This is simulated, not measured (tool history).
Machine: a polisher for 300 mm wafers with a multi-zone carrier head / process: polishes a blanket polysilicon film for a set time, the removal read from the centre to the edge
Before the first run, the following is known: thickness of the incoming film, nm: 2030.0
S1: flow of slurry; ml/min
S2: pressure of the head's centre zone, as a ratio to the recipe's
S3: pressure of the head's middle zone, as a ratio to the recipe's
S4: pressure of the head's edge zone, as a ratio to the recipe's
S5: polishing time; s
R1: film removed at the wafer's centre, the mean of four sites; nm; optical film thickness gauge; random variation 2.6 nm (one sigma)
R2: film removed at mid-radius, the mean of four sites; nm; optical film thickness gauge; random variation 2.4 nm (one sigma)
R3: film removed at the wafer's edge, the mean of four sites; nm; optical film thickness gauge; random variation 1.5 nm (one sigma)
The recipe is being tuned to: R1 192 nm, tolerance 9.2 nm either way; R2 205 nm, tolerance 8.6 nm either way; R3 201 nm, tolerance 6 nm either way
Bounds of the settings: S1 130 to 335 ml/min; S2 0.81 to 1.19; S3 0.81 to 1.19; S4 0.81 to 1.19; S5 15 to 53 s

run    day   S1    S2    S3    S4  S5      R1      R2      R3
  1      0  215     1     1     1  34  337.92  321.19   321.8
  2  0.371  210  0.96  0.99  0.97  30  285.51  271.53  282.23
  3  0.625  210  0.96  0.91  0.97  30  278.39  261.47  279.92
  4  0.888  210   0.9  0.91  0.97  30  262.12  261.49  277.96
  5  0.958  210  0.88  0.93  0.93  28  240.46  245.27  259.23
  6  0.992  210  0.95  0.93  0.93  28  267.74  245.96  261.56
  7  1.217  210  0.92  0.97  0.91  26  240.65  239.81  236.28
  8  1.504  205   0.9  0.96  0.89  25  219.27  221.97  222.15
  9  1.808  190  0.89  0.96  0.88  25  215.08  225.12  221.22

Of the 4 settings listed for the next run, only one would bring every result within its allowed miss of target. Which one?
  A  2.112  185  0.86  0.95  0.85  23   ?   ?   ?
  B  2.112  190  1.15  1.16  0.81  22   ?   ?   ?
  C  2.112  195  0.97  1.06  0.81  25   ?   ?   ?
  D  2.112  225  0.91  0.81  1.03  26   ?   ?   ?

move      R1      R2      R3
   A  191.38  205.55  198.63
   B  246.98  233.74   186.1
   C  237.43  247.17  212.45
   D  236.81  209.95  251.78
A: all results in spec
B: takes the biggest miss from the last run beyond its target
C: the biggest miss grows against the last run
D: the biggest miss grows against the last run
Correct choice: A, which meets every target
